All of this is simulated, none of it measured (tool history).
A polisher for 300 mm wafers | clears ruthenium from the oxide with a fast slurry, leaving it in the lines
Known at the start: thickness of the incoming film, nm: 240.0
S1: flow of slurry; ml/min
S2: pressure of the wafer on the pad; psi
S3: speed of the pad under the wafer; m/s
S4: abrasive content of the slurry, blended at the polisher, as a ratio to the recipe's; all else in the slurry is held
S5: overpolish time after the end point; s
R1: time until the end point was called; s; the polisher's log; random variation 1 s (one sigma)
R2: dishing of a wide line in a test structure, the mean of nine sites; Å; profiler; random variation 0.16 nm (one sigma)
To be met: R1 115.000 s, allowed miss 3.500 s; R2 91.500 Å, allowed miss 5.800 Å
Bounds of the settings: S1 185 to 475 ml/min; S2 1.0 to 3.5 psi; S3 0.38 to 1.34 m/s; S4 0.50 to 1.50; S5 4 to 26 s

run 1 day=0.000 | S1=305 S2=2.2 S3=0.86 S4=1.00 S5=13 | R1=67.676 R2=384.350
run 2 day=0.133 | S1=305 S2=2.2 S3=0.86 S4=0.90 S5=13 | R1=70.811 R2=371.820
run 3 day=0.183 | S1=270 S2=2.2 S3=0.86 S4=0.90 S5=13 | R1=72.677 R2=367.930
run 4 day=0.504 | S1=270 S2=2.2 S3=0.68 S4=0.90 S5=13 | R1=88.389 R2=300.640
run 5 day=0.875 | S1=330 S2=1.9 S3=0.64 S4=1.05 S5=10 | R1=99.248 R2=213.130
run 6 day=1.167 | S1=330 S2=1.9 S3=0.46 S4=1.05 S5=10 | R1=129.550 R2=157.520
run 7 day=1.296 | S1=370 S2=1.9 S3=0.44 S4=1.15 S5=8 | R1=126.820 R2=131.650
run 8 day=1.654 | S1=400 S2=1.9 S3=0.42 S4=1.25 S5=7 | R1=126.400 R2=120.160
run 9 day=1.888 | S1=420 S2=1.9 S3=0.40 S4=1.30 S5=6 | R1=128.710 R2=99.609
run 10 day=2.000 | S1=450 S2=2.1 S3=0.40 S4=1.40 S5=4 | R1=112.160 R2=77.008
run 11 day=2.117 | S1=435 S2=2.1 S3=0.40 S4=1.40 S5=4 | R1=114.920 R2=75.807
run 12 day=2.183 | S1=425 S2=2.1 S3=0.40 S4=1.40 S5=7 | R1=114.460 R2=125.400
run 13 day=2.408 | S1=450 S2=2.1 S3=0.40 S4=1.40 S5=4 | R1=113.140 R2=73.236
run 14 day=2.712 | S1=430 S2=2.1 S3=0.40 S4=1.40 S5=4 | R1=114.220 R2=75.244

4 next moves are on the table. One of them brings every result within its allowed miss. Which?
run A day=3.017 | S1=475 S2=1.7 S3=0.48 S4=1.50 S5=5 | R1=? R2=?
run B day=3.017 | S1=405 S2=2.0 S3=0.40 S4=1.35 S5=6 | R1=? R2=?
run C day=3.017 | S1=435 S2=2.2 S3=0.38 S4=1.35 S5=6 | R1=? R2=?
run D day=3.017 | S1=430 S2=1.8 S3=0.48 S4=1.35 S5=6 | R1=? R2=?

move=A R1=115.900 R2=89.744
move=B R1=121.420 R2=102.510
move=C R1=114.880 R2=108.210
move=D R1=115.070 R2=108.030
A: meets every target
B: takes the result that was furthest off past its target
C: takes the result that was furthest off past its target
D: takes the result that was furthest off past its target
Answer: A
